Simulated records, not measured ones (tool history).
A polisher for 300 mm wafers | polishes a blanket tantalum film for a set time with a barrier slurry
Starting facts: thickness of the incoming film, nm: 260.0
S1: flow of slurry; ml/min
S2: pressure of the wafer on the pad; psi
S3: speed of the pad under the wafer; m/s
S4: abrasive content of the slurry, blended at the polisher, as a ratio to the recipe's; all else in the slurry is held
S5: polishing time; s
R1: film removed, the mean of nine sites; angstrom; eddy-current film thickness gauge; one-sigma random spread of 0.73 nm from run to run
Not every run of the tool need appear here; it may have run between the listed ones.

run 1 hour=0.0 | S1=245 S2=2.3 S3=0.98 S4=1.0 S5=29 | R1=500.58
run 2 hour=4.0 | S1=245 S2=2.3 S3=0.98 S4=1.0 S5=26 | R1=455.42
run 3 hour=10.9 | S1=245 S2=2.6 S3=0.98 S4=1.0 S5=26 | R1=494.53
run 4 hour=17.6 | S1=245 S2=2.1 S3=0.98 S4=1.0 S5=26 | R1=422.15
run 5 hour=20.0 | S1=295 S2=2.1 S3=0.98 S4=1.0 S5=26 | R1=421.06
run 6 hour=28.4 | S1=295 S2=2.4 S3=1.02 S4=1.0 S5=26 | R1=494.25
run 7 hour=34.5 | S1=295 S2=2.6 S3=1.04 S4=1.0 S5=26 | R1=535.48
run 8 hour=36.5 | S1=295 S2=2.8 S3=1.06 S4=1.0 S5=26 | R1=580.05
run 9 hour=41.3 | S1=295 S2=2.9 S3=1.08 S4=1.0 S5=26 | R1=607.51
run 10 hour=45.5 | S1=295 S2=3.0 S3=1.10 S4=1.0 S5=26 | R1=630.94
run 11 hour=49.1 | S1=295 S2=3.1 S3=1.12 S4=1.0 S5=26 | R1=654.79
run 12 hour=51.9 | S1=295 S2=3.2 S3=1.14 S4=1.0 S5=26 | R1=702.88
run 13 hour=54.5 | S1=295 S2=3.3 S3=1.14 S4=1.0 S5=26 | R1=707.98
run 14 hour=63.2 | S1=295 S2=3.4 S3=1.16 S4=1.0 S5=26 | R1=742.92

What does the tool deliver on the next run?
run 15 hour=68.6 | S1=300 S2=3.6 S3=1.18 S4=1.0 S5=26 | R1=?

R1: 786.93 angstrom
